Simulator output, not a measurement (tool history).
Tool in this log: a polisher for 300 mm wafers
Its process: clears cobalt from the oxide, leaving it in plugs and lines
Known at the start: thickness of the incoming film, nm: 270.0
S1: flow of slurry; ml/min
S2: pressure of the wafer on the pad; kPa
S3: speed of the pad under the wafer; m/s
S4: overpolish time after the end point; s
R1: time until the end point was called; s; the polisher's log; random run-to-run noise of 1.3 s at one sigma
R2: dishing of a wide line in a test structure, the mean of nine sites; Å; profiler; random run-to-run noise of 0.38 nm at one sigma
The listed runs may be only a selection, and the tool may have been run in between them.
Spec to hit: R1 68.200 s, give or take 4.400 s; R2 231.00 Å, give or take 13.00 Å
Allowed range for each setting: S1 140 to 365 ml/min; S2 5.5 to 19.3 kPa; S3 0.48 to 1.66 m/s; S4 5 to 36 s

run	day	S1	S2	S3	S4	R1	R2
1	0.000	235	12.4	1.06	18	47.962	522.86
2	0.258	185	12.4	1.06	18	49.655	502.05
3	0.517	175	11.0	1.04	15	55.771	453.32
4	0.758	175	11.0	1.16	15	50.413	469.93
5	0.792	165	11.7	1.00	13	56.740	410.88
6	0.921	160	13.1	0.88	11	60.099	352.02
7	0.962	140	16.5	0.58	5	74.914	163.94
8	1.071	150	15.9	0.62	5	69.940	166.55
9	1.212	150	15.2	0.66	5	69.418	170.86
10	1.538	150	14.5	0.74	14	65.976	399.15
11	1.825	185	14.5	0.70	14	64.707	399.16
12	1.871	250	11.0	0.52	5	102.970	126.50
13	2.100	240	11.7	0.54	6	99.859	155.13
14	2.333	240	12.4	0.56	7	89.123	186.59
15	2.562	250	13.1	0.56	7	84.265	190.85

Below are 4 possible settings for the next run. Only one of them brings all results inside the allowed miss of their targets. Which is it?
A	2.792	220	15.2	0.72	6	?	?
B	2.792	255	9.0	0.62	6	?	?
C	2.792	330	13.1	0.70	8	?	?
D	2.792	180	11.0	0.86	7	?	?

move	R1	R2
A	60.052	226.50
B	100.520	146.71
C	66.236	263.22
D	66.452	236.38
A: takes the biggest miss from the last run beyond its target
B: misses by more than the last run did
C: meets the target for the result that was furthest off, but another lies outside its allowed miss
D: in spec on every target
So the answer is move D, the one that meets all the targets.

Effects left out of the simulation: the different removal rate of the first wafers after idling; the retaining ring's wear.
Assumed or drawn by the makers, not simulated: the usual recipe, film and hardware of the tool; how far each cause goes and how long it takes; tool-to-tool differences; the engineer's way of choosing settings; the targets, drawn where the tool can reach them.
